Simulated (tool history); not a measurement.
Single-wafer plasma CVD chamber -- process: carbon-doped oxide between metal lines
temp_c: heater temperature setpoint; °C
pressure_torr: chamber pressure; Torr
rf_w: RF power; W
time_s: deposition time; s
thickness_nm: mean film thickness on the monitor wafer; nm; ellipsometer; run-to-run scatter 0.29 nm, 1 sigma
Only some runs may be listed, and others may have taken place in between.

run 1 hour=0 | temp_c=360 pressure_torr=6.78 rf_w=515 time_s=12 | thickness_nm=61.067
run 2 hour=7.7 | temp_c=360 pressure_torr=6.78 rf_w=515 time_s=12.4 | thickness_nm=63.207
run 3 hour=9.8 | temp_c=358 pressure_torr=6.92 rf_w=520 time_s=12.4 | thickness_nm=63.496
run 4 hour=17.3 | temp_c=365 pressure_torr=6.92 rf_w=520 time_s=12.4 | thickness_nm=62.924
run 5 hour=22.5 | temp_c=365 pressure_torr=6.92 rf_w=520 time_s=12 | thickness_nm=60.537
run 6 hour=28 | temp_c=365 pressure_torr=7.41 rf_w=520 time_s=12 | thickness_nm=60.435
run 7 hour=33 | temp_c=365 pressure_torr=7.41 rf_w=520 time_s=12 | thickness_nm=60.87
run 8 hour=35.5 | temp_c=364 pressure_torr=7.51 rf_w=535 time_s=12 | thickness_nm=62.117
run 9 hour=38.9 | temp_c=362 pressure_torr=7.58 rf_w=545 time_s=12 | thickness_nm=62.934
run 10 hour=46.3 | temp_c=361 pressure_torr=7.61 rf_w=555 time_s=12 | thickness_nm=63.668

What does the tool deliver on the next run?
run 11 hour=55.1 | temp_c=360 pressure_torr=7.64 rf_w=565 time_s=12 | thickness_nm=?

{"run 11": {"thickness_nm": 64.005}}

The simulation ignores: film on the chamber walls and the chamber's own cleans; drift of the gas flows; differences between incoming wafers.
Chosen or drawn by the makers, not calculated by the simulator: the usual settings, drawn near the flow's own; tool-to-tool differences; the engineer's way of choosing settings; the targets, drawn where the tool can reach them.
